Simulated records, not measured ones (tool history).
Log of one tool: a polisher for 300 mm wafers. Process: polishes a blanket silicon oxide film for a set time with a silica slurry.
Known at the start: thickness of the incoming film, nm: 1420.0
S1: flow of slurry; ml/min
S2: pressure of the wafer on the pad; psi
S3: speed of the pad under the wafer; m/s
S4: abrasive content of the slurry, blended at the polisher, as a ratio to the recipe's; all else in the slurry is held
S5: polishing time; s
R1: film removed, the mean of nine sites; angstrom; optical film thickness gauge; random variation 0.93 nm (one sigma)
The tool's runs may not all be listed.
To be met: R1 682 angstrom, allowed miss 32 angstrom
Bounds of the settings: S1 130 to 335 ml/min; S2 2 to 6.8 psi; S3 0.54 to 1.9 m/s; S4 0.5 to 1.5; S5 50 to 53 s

run	hour	S1	S2	S3	S4	S5	R1
1	0	215	4.4	1.22	1	50	1577.3
2	6.7	215	3.8	1.1	1	50	1262.6
3	11.3	215	3.8	1.1	0.9	50	1221.1
4	18.2	160	3.8	1.1	0.9	50	1180.6
5	27.2	160	3.8	0.88	0.9	50	1066.4
6	30.1	160	3.2	0.88	0.9	50	909.36
7	31.8	160	2	0.84	0.9	50	568.64
8	33.9	160	2.1	0.84	0.9	50	584.19
9	38.2	160	2.8	0.86	0.9	50	792.25
10	41.5	160	2.7	0.86	0.9	50	758.11
11	47.6	160	2.6	0.86	0.9	50	735.85

5 next moves are on the table. One of them brings every result within its allowed miss. Which?
A	53.7	170	2.1	1.2	1.05	52	?
B	53.7	225	2.3	0.76	1.2	53	?
C	53.7	130	3.3	0.68	0.65	53	?
D	53.7	130	3	0.8	0.65	50	?
E	53.7	195	2.3	1.58	0.7	52	?

move	R1
A	777.68
B	778.71
C	738.94
D	676.83
E	838.78
A: further off than the last run
B: further off than the last run
C: further off than the last run
D: meets every target
E: further off than the last run
The right move is D.
